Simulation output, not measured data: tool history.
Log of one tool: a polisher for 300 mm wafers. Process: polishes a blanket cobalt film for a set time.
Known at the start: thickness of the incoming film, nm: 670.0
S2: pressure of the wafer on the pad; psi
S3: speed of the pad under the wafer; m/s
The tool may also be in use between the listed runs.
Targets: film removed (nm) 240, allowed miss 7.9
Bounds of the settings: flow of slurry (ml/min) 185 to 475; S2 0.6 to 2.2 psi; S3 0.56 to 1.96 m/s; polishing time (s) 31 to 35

{"run": 1, "hour": 0.0, "flow of slurry (ml/min)": 305, "S2": 1.4, "S3": 1.26, "polishing time (s)": 35, "film removed (nm)": 129.14}
{"run": 2, "hour": 3.3, "flow of slurry (ml/min)": 305, "S2": 1.6, "S3": 1.26, "polishing time (s)": 35, "film removed (nm)": 145.75}
{"run": 3, "hour": 3.9, "flow of slurry (ml/min)": 305, "S2": 1.7, "S3": 1.28, "polishing time (s)": 35, "film removed (nm)": 155.03}
{"run": 4, "hour": 12.9, "flow of slurry (ml/min)": 305, "S2": 1.6, "S3": 1.28, "polishing time (s)": 35, "film removed (nm)": 148.1}
{"run": 5, "hour": 17.2, "flow of slurry (ml/min)": 305, "S2": 1.7, "S3": 1.3, "polishing time (s)": 35, "film removed (nm)": 161.66}
{"run": 6, "hour": 24.4, "flow of slurry (ml/min)": 305, "S2": 1.9, "S3": 1.3, "polishing time (s)": 35, "film removed (nm)": 178.47}
{"run": 7, "hour": 31.1, "flow of slurry (ml/min)": 305, "S2": 2, "S3": 1.32, "polishing time (s)": 35, "film removed (nm)": 187.62}
{"run": 8, "hour": 35.1, "flow of slurry (ml/min)": 305, "S2": 2, "S3": 1.36, "polishing time (s)": 35, "film removed (nm)": 192.75}
{"run": 9, "hour": 38.3, "flow of slurry (ml/min)": 305, "S2": 2, "S3": 1.4, "polishing time (s)": 35, "film removed (nm)": 200.45}
{"run": 10, "hour": 47.0, "flow of slurry (ml/min)": 305, "S2": 2, "S3": 1.42, "polishing time (s)": 35, "film removed (nm)": 199.58}
{"run": 11, "hour": 49.2, "flow of slurry (ml/min)": 305, "S2": 2, "S3": 1.44, "polishing time (s)": 35, "film removed (nm)": 206.28}
{"run": 12, "hour": 54.4, "flow of slurry (ml/min)": 305, "S2": 2.2, "S3": 1.46, "polishing time (s)": 35, "film removed (nm)": 226.43}
{"run": 13, "hour": 56.4, "flow of slurry (ml/min)": 305, "S2": 2.2, "S3": 1.48, "polishing time (s)": 35, "film removed (nm)": 229.48}

Which of these 4 next moves meets every target?
{"run": "A", "hour": 58.4, "flow of slurry (ml/min)": 290, "S2": 2.2, "S3": 1.62, "polishing time (s)": 35, "film removed (nm)": "?"}
{"run": "B", "hour": 58.4, "flow of slurry (ml/min)": 305, "S2": 2.2, "S3": 1.48, "polishing time (s)": 34, "film removed (nm)": "?"}
{"run": "C", "hour": 58.4, "flow of slurry (ml/min)": 325, "S2": 2.2, "S3": 1.42, "polishing time (s)": 35, "film removed (nm)": "?"}
{"run": "D", "hour": 58.4, "flow of slurry (ml/min)": 235, "S2": 2, "S3": 1.82, "polishing time (s)": 33, "film removed (nm)": "?"}

move=A film_removed_(nm)=254.16
move=B film_removed_(nm)=226.7
move=C film_removed_(nm)=224.94
move=D film_removed_(nm)=241.92
A: takes the result that was furthest off past its target
B: further off than the last run
C: further off than the last run
D: meets every target
The right move is D.
